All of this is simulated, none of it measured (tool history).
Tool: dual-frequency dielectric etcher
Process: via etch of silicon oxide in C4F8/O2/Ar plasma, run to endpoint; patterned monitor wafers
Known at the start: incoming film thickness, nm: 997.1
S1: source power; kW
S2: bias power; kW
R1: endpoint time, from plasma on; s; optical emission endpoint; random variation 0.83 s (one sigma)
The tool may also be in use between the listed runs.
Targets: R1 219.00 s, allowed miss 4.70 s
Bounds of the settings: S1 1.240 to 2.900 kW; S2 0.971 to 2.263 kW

{"run": 1, "day": 0.0, "S1": 2.07, "S2": 1.617, "R1": 182.88}
{"run": 2, "day": 0.158, "S1": 1.99, "S2": 1.595, "R1": 186.78}
{"run": 3, "day": 0.2, "S1": 1.99, "S2": 1.813, "R1": 177.43}
{"run": 4, "day": 0.279, "S1": 1.99, "S2": 1.983, "R1": 171.4}
{"run": 5, "day": 0.583, "S1": 1.91, "S2": 1.934, "R1": 176.77}
{"run": 6, "day": 0.908, "S1": 2.05, "S2": 1.934, "R1": 172.62}
{"run": 7, "day": 1.121, "S1": 1.97, "S2": 1.876, "R1": 176.37}
{"run": 8, "day": 1.308, "S1": 1.9, "S2": 1.832, "R1": 179.6}
{"day": 1.654, "done": "wet clean of the chamber"}
{"run": 9, "day": 1.654, "S1": 1.83, "S2": 1.78, "R1": 194.58}
{"run": 10, "day": 1.858, "S1": 1.46, "S2": 1.759, "R1": 213.87}

5 next moves are on the table. One of them brings every result within its allowed miss. Which?
{"run": "A", "day": 2.062, "S1": 1.5, "S2": 1.828, "R1": "?"}
{"run": "B", "day": 2.062, "S1": 1.41, "S2": 1.463, "R1": "?"}
{"run": "C", "day": 2.062, "S1": 1.64, "S2": 1.669, "R1": "?"}
{"run": "D", "day": 2.062, "S1": 1.44, "S2": 1.713, "R1": "?"}
{"run": "E", "day": 2.062, "S1": 1.51, "S2": 1.775, "R1": "?"}

move=A R1=210.26
move=B R1=234.30
move=C R1=209.72
move=D R1=219.00
move=E R1=212.00
A: further off than the last run
B: takes the result that was furthest off past its target
C: further off than the last run
D: meets every target
E: further off than the last run
Move D is the one to make.
